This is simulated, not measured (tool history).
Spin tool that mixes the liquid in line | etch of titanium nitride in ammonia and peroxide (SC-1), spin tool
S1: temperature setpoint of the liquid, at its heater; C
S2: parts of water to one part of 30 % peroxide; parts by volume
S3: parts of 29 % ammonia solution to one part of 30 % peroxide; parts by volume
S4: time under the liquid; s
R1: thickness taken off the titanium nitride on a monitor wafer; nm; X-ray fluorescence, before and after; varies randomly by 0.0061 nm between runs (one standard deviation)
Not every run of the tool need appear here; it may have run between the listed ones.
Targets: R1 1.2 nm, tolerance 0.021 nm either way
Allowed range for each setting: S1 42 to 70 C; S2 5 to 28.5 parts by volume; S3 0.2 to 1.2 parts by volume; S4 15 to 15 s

{"run": 1, "day": 0.0, "S1": 58, "S2": 15.5, "S3": 0.7, "S4": 15, "R1": 2.2402}
{"run": 2, "day": 0.133, "S1": 55.5, "S2": 15.5, "S3": 0.7, "S4": 15, "R1": 1.9004}
{"run": 3, "day": 0.496, "S1": 55.5, "S2": 15.5, "S3": 0.45, "S4": 15, "R1": 1.7732}
{"run": 4, "day": 0.662, "S1": 55.5, "S2": 21, "S3": 0.45, "S4": 15, "R1": 1.4925}
{"run": 5, "day": 1.038, "S1": 55.5, "S2": 21, "S3": 0.65, "S4": 15, "R1": 1.5874}
{"run": 6, "day": 1.096, "S1": 54.5, "S2": 21, "S3": 0.65, "S4": 15, "R1": 1.5078}
{"run": 7, "day": 1.283, "S1": 53.5, "S2": 21, "S3": 0.65, "S4": 15, "R1": 1.3976}
{"run": 8, "day": 1.388, "S1": 53, "S2": 21, "S3": 0.65, "S4": 15, "R1": 1.3415}
{"run": 9, "day": 1.688, "S1": 52.5, "S2": 21, "S3": 0.65, "S4": 15, "R1": 1.302}
{"run": 10, "day": 2.062, "S1": 52, "S2": 21, "S3": 0.65, "S4": 15, "R1": 1.2625}

Which of these 4 next moves meets every target?
{"run": "A", "day": 2.438, "S1": 54.5, "S2": 24, "S3": 0.6, "S4": 15, "R1": "?"}
{"run": "B", "day": 2.438, "S1": 52.5, "S2": 22, "S3": 0.6, "S4": 15, "R1": "?"}
{"run": "C", "day": 2.438, "S1": 51.5, "S2": 19.5, "S3": 0.5, "S4": 15, "R1": "?"}
{"run": "D", "day": 2.438, "S1": 52, "S2": 21, "S3": 0.6, "S4": 15, "R1": "?"}

move=A R1=1.3779
move=B R1=1.2623
move=C R1=1.2186
move=D R1=1.2518
A: further off than the last run
B: neither nearer nor further off than the last run
C: all results land within tolerance of their targets
D: gains on the last run, yet a result remains outside its allowed miss
C is the move that brings every result within its allowed miss.

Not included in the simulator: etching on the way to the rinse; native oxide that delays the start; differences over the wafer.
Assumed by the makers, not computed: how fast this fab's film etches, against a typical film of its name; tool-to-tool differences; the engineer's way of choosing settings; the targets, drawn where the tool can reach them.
